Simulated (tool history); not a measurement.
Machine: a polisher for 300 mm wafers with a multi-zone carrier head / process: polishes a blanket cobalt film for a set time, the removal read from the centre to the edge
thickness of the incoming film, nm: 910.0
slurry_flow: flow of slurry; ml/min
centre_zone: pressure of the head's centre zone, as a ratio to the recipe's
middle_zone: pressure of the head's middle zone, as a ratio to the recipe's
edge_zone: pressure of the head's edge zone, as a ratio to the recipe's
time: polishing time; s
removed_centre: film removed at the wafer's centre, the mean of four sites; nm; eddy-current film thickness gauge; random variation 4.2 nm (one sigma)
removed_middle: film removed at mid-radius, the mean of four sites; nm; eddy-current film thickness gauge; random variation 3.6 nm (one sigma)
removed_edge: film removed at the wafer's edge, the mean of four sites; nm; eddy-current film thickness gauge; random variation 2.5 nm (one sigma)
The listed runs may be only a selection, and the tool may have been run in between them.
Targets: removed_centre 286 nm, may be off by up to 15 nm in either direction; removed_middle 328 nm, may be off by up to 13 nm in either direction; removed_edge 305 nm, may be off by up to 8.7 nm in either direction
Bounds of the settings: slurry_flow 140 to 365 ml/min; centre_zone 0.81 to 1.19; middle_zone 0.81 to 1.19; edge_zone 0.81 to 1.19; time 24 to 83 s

Run 1, hour 0: slurry_flow 235 ml/min, centre_zone 1, middle_zone 1, edge_zone 1, time 53 s. Result: removed_centre 376.59 nm, removed_middle 375.21 nm, removed_edge 382.19 nm.
Run 2, hour 4.5: slurry_flow 230 ml/min, centre_zone 0.97, middle_zone 1.01, edge_zone 0.96, time 51 s. Result: removed_centre 359.6 nm, removed_middle 367.32 nm, removed_edge 356.96 nm.
Run 3, hour 12: slurry_flow 185 ml/min, centre_zone 0.97, middle_zone 1.01, edge_zone 0.96, time 51 s. Result: removed_centre 342.19 nm, removed_middle 360.22 nm, removed_edge 353.46 nm.
Run 4, hour 13.6: slurry_flow 215 ml/min, centre_zone 0.97, middle_zone 1.01, edge_zone 0.96, time 51 s. Result: removed_centre 345.74 nm, removed_middle 369.33 nm, removed_edge 350.01 nm.
Run 5, hour 21.4: slurry_flow 215 ml/min, centre_zone 0.93, middle_zone 1.01, edge_zone 0.96, time 51 s. Result: removed_centre 337.97 nm, removed_middle 364.71 nm, removed_edge 355.01 nm.
Run 6, hour 28.3: slurry_flow 215 ml/min, centre_zone 0.93, middle_zone 1.01, edge_zone 0.96, time 58 s. Result: removed_centre 377.05 nm, removed_middle 416.98 nm, removed_edge 404.35 nm.
Run 7, hour 29.2: slurry_flow 215 ml/min, centre_zone 0.93, middle_zone 1.01, edge_zone 0.96, time 58 s. Result: removed_centre 379.35 nm, removed_middle 410.4 nm, removed_edge 400.8 nm.
Run 8, hour 35.3: slurry_flow 210 ml/min, centre_zone 0.9, middle_zone 1, edge_zone 0.93, time 55 s. Result: removed_centre 354.6 nm, removed_middle 387.16 nm, removed_edge 370.13 nm.
Run 9, hour 42.3: slurry_flow 185 ml/min, centre_zone 0.81, middle_zone 0.98, edge_zone 0.88, time 45 s. Result: removed_centre 254.72 nm, removed_middle 298.91 nm, removed_edge 291.54 nm.

Exercise: of the 5 proposed moves below, exactly one satisfies all targets within the stated allowed misses. Which move is it?
Run A, hour 49.3: slurry_flow 265 ml/min, centre_zone 0.87, middle_zone 1.03, edge_zone 0.81, time 49 s. Result: removed_centre ?, removed_middle ?, removed_edge ?.
Run B, hour 49.3: slurry_flow 195 ml/min, centre_zone 0.85, middle_zone 0.95, edge_zone 0.94, time 41 s. Result: removed_centre ?, removed_middle ?, removed_edge ?.
Run C, hour 49.3: slurry_flow 185 ml/min, centre_zone 0.85, middle_zone 0.96, edge_zone 0.81, time 49 s. Result: removed_centre ?, removed_middle ?, removed_edge ?.
Run D, hour 49.3: slurry_flow 200 ml/min, centre_zone 0.83, middle_zone 0.94, edge_zone 0.83, time 43 s. Result: removed_centre ?, removed_middle ?, removed_edge ?.
Run E, hour 49.3: slurry_flow 210 ml/min, centre_zone 0.91, middle_zone 1.06, edge_zone 0.83, time 44 s. Result: removed_centre ?, removed_middle ?, removed_edge ?.

move  removed_centre  removed_middle  removed_edge
   A          315.67          366.97        323.02
   B          245.62          276.07           280
   C          290.54          329.58        310.69
   D          252.66          288.51        278.41
   E           286.4          326.38        286.13
A: takes the biggest miss from the last run beyond its target
B: lands further from the targets than the last run did
C: all results land within tolerance of their targets
D: lands further from the targets than the last run did
E: puts the biggest miss on target and leaves a different result outside tolerance
The move that meets every target is C.
